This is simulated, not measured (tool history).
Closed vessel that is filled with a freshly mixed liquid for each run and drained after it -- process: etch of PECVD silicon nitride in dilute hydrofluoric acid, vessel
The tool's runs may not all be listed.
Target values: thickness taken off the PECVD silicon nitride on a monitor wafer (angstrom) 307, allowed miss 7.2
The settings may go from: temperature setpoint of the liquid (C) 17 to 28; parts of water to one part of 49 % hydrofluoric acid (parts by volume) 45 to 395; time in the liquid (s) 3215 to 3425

run	hour	temperature setpoint of the liquid (C)	parts of water to one part of 49 % hydrofluoric acid (parts by volume)	time in the liquid (s)	thickness taken off the PECVD silicon nitride on a monitor wafer (angstrom)
1	0	20	220	3215	257.94
2	2.7	22	220	3215	294.13
3	9.8	22	145	3215	441.32
4	10.4	22	145	3425	472.04
5	19.3	21	150	3425	423.86
6	24.1	23	150	3425	487.44
7	30	22	155	3425	438.49
8	32.2	21	155	3425	414.06
9	40.7	20.5	155	3425	401.14
10	41.6	20	155	3425	389.7
11	42.9	19.5	155	3425	372.27
12	44.7	19.5	155	3425	376.95
13	53.6	19	155	3425	356.9
14	56.4	17	155	3425	313.84

Which of these 4 next moves meets every target?
A	59.2	21	185	3215	?
B	59.2	17.5	155	3245	?
C	59.2	17.5	145	3215	?
D	59.2	18.5	165	3425	?

move	thickness taken off the PECVD silicon nitride on a monitor wafer (angstrom)
A	322.62
B	306.04
C	323.37
D	325.4
A: the biggest miss grows against the last run
B: each result inside its tolerance
C: the biggest miss grows against the last run
D: the biggest miss grows against the last run
The move that meets every target is B.
